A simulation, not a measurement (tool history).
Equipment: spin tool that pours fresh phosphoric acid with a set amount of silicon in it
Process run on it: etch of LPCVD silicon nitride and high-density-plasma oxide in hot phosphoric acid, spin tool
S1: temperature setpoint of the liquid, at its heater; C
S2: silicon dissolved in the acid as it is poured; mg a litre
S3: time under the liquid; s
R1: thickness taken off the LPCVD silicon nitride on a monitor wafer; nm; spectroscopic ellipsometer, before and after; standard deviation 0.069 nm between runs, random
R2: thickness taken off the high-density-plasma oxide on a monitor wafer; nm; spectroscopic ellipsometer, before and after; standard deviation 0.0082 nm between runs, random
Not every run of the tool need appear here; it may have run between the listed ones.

Run 1, hour 0: S1 163 C, S2 19.5 mg a litre, S3 180 s. Result: R1 19.014 nm, R2 0.64453 nm.
Run 2, hour 3.8: S1 163 C, S2 19.5 mg a litre, S3 150 s. Result: R1 15.748 nm, R2 0.51815 nm.
Run 3, hour 4.8: S1 162 C, S2 25.5 mg a litre, S3 145 s. Result: R1 14.875 nm, R2 0.45508 nm.
Run 4, hour 10.3: S1 162 C, S2 25.5 mg a litre, S3 105 s. Result: R1 10.756 nm, R2 0.29105 nm.
Run 5, hour 14.3: S1 163 C, S2 31 mg a litre, S3 105 s. Result: R1 11.074 nm, R2 0.2763 nm.
Run 6, hour 15: S1 163 C, S2 20.5 mg a litre, S3 105 s. Result: R1 11.041 nm, R2 0.36201 nm.
Run 7, hour 19: S1 162.5 C, S2 27.5 mg a litre, S3 110 s. Result: R1 11.459 nm, R2 0.31516 nm.
Run 8, hour 27.1: S1 162.5 C, S2 32.5 mg a litre, S3 115 s. Result: R1 12.021 nm, R2 0.27553 nm.

What will run 9 give?
Run 9, hour 34.4: S1 162.5 C, S2 36 mg a litre, S3 115 s. Result: R1 ?, R2 ?.

Run 9 yielded R1 12.006 nm, R2 0.23687 nm.

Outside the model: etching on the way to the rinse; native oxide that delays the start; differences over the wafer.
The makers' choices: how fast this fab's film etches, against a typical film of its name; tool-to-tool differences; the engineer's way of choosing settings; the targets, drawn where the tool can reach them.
